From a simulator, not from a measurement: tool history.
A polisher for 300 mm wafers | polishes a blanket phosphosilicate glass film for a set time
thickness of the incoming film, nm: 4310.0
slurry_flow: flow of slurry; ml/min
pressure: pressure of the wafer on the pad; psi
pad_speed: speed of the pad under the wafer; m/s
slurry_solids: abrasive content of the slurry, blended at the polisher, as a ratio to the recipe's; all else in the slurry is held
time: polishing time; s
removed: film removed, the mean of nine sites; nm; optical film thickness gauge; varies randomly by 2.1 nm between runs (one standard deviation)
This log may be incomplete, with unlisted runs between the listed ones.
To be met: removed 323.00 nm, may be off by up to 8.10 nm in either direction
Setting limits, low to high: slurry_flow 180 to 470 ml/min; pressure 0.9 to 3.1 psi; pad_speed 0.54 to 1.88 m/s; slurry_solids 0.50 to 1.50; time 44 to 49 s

{"run": 1, "day": 0.0, "slurry_flow": 300, "pressure": 2.0, "pad_speed": 1.2, "slurry_solids": 1.0, "time": 49, "removed": 274.95}
{"run": 2, "day": 0.058, "slurry_flow": 300, "pressure": 2.0, "pad_speed": 1.2, "slurry_solids": 1.0, "time": 49, "removed": 276.41}
{"run": 3, "day": 0.162, "slurry_flow": 300, "pressure": 2.0, "pad_speed": 1.0, "slurry_solids": 1.0, "time": 49, "removed": 242.75}
{"run": 4, "day": 0.225, "slurry_flow": 300, "pressure": 2.1, "pad_speed": 1.0, "slurry_solids": 1.0, "time": 49, "removed": 250.81}
{"run": 5, "day": 0.521, "slurry_flow": 300, "pressure": 2.2, "pad_speed": 1.0, "slurry_solids": 1.0, "time": 49, "removed": 265.02}
{"run": 6, "day": 0.758, "slurry_flow": 300, "pressure": 2.3, "pad_speed": 1.0, "slurry_solids": 1.0, "time": 49, "removed": 272.28}
{"run": 7, "day": 0.879, "slurry_flow": 300, "pressure": 2.4, "pad_speed": 1.0, "slurry_solids": 1.0, "time": 49, "removed": 287.71}
{"run": 8, "day": 1.017, "slurry_flow": 305, "pressure": 2.5, "pad_speed": 1.0, "slurry_solids": 1.0, "time": 49, "removed": 297.06}
{"run": 9, "day": 1.242, "slurry_flow": 305, "pressure": 2.6, "pad_speed": 1.0, "slurry_solids": 1.0, "time": 49, "removed": 310.69}

Which single option among these 4 for the next run brings every result within its allowed miss of target? Just one does.
{"run": "A", "day": 1.467, "slurry_flow": 315, "pressure": 2.7, "pad_speed": 1.38, "slurry_solids": 0.6, "time": 47, "removed": "?"}
{"run": "B", "day": 1.467, "slurry_flow": 380, "pressure": 2.7, "pad_speed": 1.08, "slurry_solids": 0.95, "time": 47, "removed": "?"}
{"run": "C", "day": 1.467, "slurry_flow": 225, "pressure": 2.7, "pad_speed": 0.84, "slurry_solids": 1.3, "time": 49, "removed": "?"}
{"run": "D", "day": 1.467, "slurry_flow": 300, "pressure": 2.8, "pad_speed": 0.96, "slurry_solids": 1.0, "time": 46, "removed": "?"}

move=A removed=307.62
move=B removed=327.40
move=C removed=308.60
move=D removed=304.89
A: moves away from the targets compared with the last run
B: in spec on every target
C: moves away from the targets compared with the last run
D: moves away from the targets compared with the last run
The right move is B.
